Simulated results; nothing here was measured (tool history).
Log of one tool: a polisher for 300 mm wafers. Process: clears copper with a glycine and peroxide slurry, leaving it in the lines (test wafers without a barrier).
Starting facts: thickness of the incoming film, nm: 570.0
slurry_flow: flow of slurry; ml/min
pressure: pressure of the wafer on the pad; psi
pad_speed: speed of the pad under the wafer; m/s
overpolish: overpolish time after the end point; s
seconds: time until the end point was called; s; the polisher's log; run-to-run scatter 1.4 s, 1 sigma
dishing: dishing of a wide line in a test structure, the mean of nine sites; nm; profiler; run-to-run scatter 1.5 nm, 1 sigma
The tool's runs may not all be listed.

{"run": 1, "day": 0.0, "slurry_flow": 145, "pressure": 3.2, "pad_speed": 1.04, "overpolish": 30, "seconds": 111.22, "dishing": 73.439}
{"run": 2, "day": 0.342, "slurry_flow": 145, "pressure": 3.2, "pad_speed": 1.26, "overpolish": 30, "seconds": 92.676, "dishing": 80.512}
{"run": 3, "day": 0.604, "slurry_flow": 130, "pressure": 3.2, "pad_speed": 1.26, "overpolish": 30, "seconds": 96.936, "dishing": 80.375}
{"run": 4, "day": 0.958, "slurry_flow": 150, "pressure": 3.2, "pad_speed": 1.26, "overpolish": 30, "seconds": 95.11, "dishing": 81.971}
{"run": 5, "day": 1.042, "slurry_flow": 150, "pressure": 3.6, "pad_speed": 1.26, "overpolish": 30, "seconds": 89.585, "dishing": 83.311}
{"run": 6, "day": 1.167, "slurry_flow": 150, "pressure": 3.7, "pad_speed": 1.28, "overpolish": 31, "seconds": 84.79, "dishing": 87.865}
{"run": 7, "day": 1.321, "slurry_flow": 150, "pressure": 3.8, "pad_speed": 1.28, "overpolish": 32, "seconds": 84.026, "dishing": 86.145}
{"run": 8, "day": 1.579, "slurry_flow": 150, "pressure": 3.8, "pad_speed": 1.3, "overpolish": 34, "seconds": 84.952, "dishing": 89.598}

Run 9, settings as shown, results not yet in. Your forecast:
{"run": 9, "day": 1.833, "slurry_flow": 150, "pressure": 3.9, "pad_speed": 1.32, "overpolish": 35, "seconds": "?", "dishing": "?"}

{"run 9": {"seconds": 82.509, "dishing": 91.484}}
